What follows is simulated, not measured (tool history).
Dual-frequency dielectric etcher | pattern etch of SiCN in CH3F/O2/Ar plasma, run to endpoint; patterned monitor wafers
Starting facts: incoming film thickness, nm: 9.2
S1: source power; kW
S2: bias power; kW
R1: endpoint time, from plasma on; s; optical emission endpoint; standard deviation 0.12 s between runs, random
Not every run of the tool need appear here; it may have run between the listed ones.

run  hour     S1     S2      R1
  1   0.0  0.460  0.064  22.610
  2   5.6  0.460  0.072  21.615
  3   8.7  0.460  0.081  20.632
  4  17.5  0.430  0.081  21.194
  5  19.0  0.450  0.082  21.128
  6  23.7  0.450  0.071  22.183
  7  24.6  0.480  0.072  21.222
  8  25.4  0.500  0.073  20.932
  9  29.0  0.520  0.074  20.442

Run 10 has not been measured yet. What should we expect?
 10  33.6  0.530  0.075   ?

Logged for run 10: R1 20.246 s.

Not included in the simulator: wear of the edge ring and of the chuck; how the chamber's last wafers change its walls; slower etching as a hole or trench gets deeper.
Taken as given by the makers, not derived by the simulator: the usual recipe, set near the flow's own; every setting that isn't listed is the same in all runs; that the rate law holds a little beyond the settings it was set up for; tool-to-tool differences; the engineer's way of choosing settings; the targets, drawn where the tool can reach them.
